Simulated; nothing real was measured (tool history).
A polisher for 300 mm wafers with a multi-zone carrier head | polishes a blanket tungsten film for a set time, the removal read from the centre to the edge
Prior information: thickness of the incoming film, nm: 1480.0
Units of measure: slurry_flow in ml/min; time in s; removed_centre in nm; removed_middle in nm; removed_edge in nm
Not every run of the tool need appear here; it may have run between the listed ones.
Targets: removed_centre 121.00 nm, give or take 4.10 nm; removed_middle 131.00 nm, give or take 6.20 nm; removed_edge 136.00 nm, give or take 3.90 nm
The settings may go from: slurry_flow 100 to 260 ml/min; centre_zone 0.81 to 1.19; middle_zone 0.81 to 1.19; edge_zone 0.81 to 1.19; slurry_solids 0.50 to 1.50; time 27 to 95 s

| run | hour | slurry_flow | centre_zone | middle_zone | edge_zone | slurry_solids | time | removed_centre | removed_middle | removed_edge |
|---|---|---|---|---|---|---|---|---|---|---|
| 1 | 0.0 | 165 | 1.00 | 1.00 | 1.00 | 1.00 | 61 | 252.12 | 244.27 | 241.52 |
| 2 | 4.1 | 165 | 1.00 | 0.92 | 1.00 | 1.00 | 61 | 246.03 | 233.98 | 241.37 |
| 3 | 6.3 | 135 | 1.00 | 0.92 | 1.00 | 1.00 | 61 | 244.10 | 226.44 | 232.43 |
| 4 | 13.3 | 135 | 0.96 | 0.91 | 0.99 | 0.90 | 56 | 206.31 | 195.64 | 210.07 |
| 5 | 15.0 | 135 | 0.96 | 0.91 | 1.07 | 0.90 | 56 | 207.45 | 197.18 | 219.81 |
| 6 | 23.5 | 135 | 0.91 | 0.91 | 1.07 | 0.90 | 56 | 194.15 | 199.59 | 219.97 |
| 7 | 29.5 | 130 | 0.90 | 0.92 | 1.03 | 0.80 | 53 | 178.34 | 180.60 | 198.42 |
| 8 | 32.3 | 125 | 0.88 | 0.93 | 1.00 | 0.75 | 50 | 160.78 | 167.74 | 177.30 |
| 9 | 35.8 | 100 | 0.81 | 0.89 | 0.93 | 0.50 | 43 | 109.70 | 122.12 | 131.59 |

Which of these 5 next moves meets every target?
| A | 39.3 | 105 | 0.81 | 1.02 | 0.91 | 0.50 | 45 | ? | ? | ? |
| B | 39.3 | 110 | 0.92 | 0.81 | 0.93 | 0.50 | 44 | ? | ? | ? |
| C | 39.3 | 100 | 0.86 | 0.92 | 0.93 | 0.50 | 44 | ? | ? | ? |
| D | 39.3 | 105 | 0.91 | 0.86 | 1.06 | 0.50 | 41 | ? | ? | ? |
| E | 39.3 | 115 | 0.93 | 0.82 | 0.91 | 0.60 | 39 | ? | ? | ? |

| move | removed_centre | removed_middle | removed_edge |
|---|---|---|---|
| A | 117.44 | 145.79 | 136.01 |
| B | 131.54 | 118.55 | 135.45 |
| C | 120.75 | 129.59 | 133.73 |
| D | 120.20 | 115.10 | 133.60 |
| E | 123.80 | 111.35 | 124.41 |
A: meets the target for the result that was furthest off, but another lies outside its allowed miss
B: takes the result that was furthest off past its target
C: every result within its allowed miss
D: meets the target for the result that was furthest off, but another lies outside its allowed miss
E: meets the target for the result that was furthest off, but another lies outside its allowed miss
So the answer is move C, the one that meets all the targets.

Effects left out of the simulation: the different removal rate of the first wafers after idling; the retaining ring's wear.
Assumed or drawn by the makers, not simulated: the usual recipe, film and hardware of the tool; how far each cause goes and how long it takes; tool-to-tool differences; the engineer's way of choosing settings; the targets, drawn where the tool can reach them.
